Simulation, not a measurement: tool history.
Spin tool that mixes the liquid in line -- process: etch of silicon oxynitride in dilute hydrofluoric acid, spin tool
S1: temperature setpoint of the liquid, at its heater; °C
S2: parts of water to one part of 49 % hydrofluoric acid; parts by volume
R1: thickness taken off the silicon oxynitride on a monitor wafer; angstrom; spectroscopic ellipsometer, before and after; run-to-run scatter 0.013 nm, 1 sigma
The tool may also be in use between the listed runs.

Run 1, hour 0.0: S1 26.0 °C, S2 110 parts by volume, time under the liquid (s) 95. Result: R1 35.715 angstrom.
Run 2, hour 6.7: S1 24.5 °C, S2 110 parts by volume, time under the liquid (s) 95. Result: R1 33.539 angstrom.
Run 3, hour 15.0: S1 28.0 °C, S2 110 parts by volume, time under the liquid (s) 95. Result: R1 39.336 angstrom.
Run 4, hour 24.0: S1 30.5 °C, S2 110 parts by volume, time under the liquid (s) 95. Result: R1 43.814 angstrom.
Run 5, hour 30.8: S1 28.5 °C, S2 110 parts by volume, time under the liquid (s) 95. Result: R1 40.177 angstrom.
Run 6, hour 35.5: S1 27.0 °C, S2 110 parts by volume, time under the liquid (s) 95. Result: R1 37.774 angstrom.

What will run 7 give?
Run 7, hour 36.6: S1 25.5 °C, S2 110 parts by volume, time under the liquid (s) 95. Result: R1 ?.

{"run 7": {"R1": 35.19}}

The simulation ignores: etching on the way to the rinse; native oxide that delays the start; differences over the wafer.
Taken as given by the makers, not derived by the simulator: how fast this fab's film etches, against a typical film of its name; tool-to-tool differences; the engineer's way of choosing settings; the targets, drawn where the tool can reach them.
